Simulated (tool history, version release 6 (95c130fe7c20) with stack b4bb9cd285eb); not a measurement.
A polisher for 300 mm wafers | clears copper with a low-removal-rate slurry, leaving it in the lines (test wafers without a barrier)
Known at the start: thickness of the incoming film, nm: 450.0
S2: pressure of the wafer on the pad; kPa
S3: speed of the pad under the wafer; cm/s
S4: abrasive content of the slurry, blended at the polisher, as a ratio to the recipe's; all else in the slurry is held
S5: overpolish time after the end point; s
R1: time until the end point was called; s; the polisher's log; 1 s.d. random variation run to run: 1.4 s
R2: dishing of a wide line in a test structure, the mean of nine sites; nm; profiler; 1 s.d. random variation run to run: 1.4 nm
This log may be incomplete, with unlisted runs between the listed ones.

Run 1, hour 0: flow of slurry (ml/min) 150, S2 24.8 kPa, S3 106 cm/s, S4 1, S5 26 s. Result: R1 145.1 s, R2 55.206 nm.
Run 2, hour 1.1: flow of slurry (ml/min) 150, S2 28.3 kPa, S3 106 cm/s, S4 1, S5 26 s. Result: R1 124.75 s, R2 60.082 nm.
Run 3, hour 10: flow of slurry (ml/min) 150, S2 32.4 kPa, S3 106 cm/s, S4 1, S5 26 s. Result: R1 113.5 s, R2 67.795 nm.
Run 4, hour 16: flow of slurry (ml/min) 150, S2 33.8 kPa, S3 106 cm/s, S4 1, S5 27 s. Result: R1 107.02 s, R2 71.744 nm.
Run 5, hour 17.1: flow of slurry (ml/min) 150, S2 34.5 kPa, S3 106 cm/s, S4 1, S5 28 s. Result: R1 104.58 s, R2 74.177 nm.
Run 6, hour 24.3: flow of slurry (ml/min) 150, S2 34.5 kPa, S3 106 cm/s, S4 0.9, S5 28 s. Result: R1 107.9 s, R2 72.969 nm.
Run 7, hour 29.3: flow of slurry (ml/min) 150, S2 35.2 kPa, S3 106 cm/s, S4 0.9, S5 29 s. Result: R1 101.23 s, R2 77.271 nm.

Forecast run 8:
Run 8, hour 35.2: flow of slurry (ml/min) 150, S2 35.9 kPa, S3 106 cm/s, S4 0.9, S5 30 s. Result: R1 ?, R2 ?.

R1: 103.83 s
R2: 79.391 nm
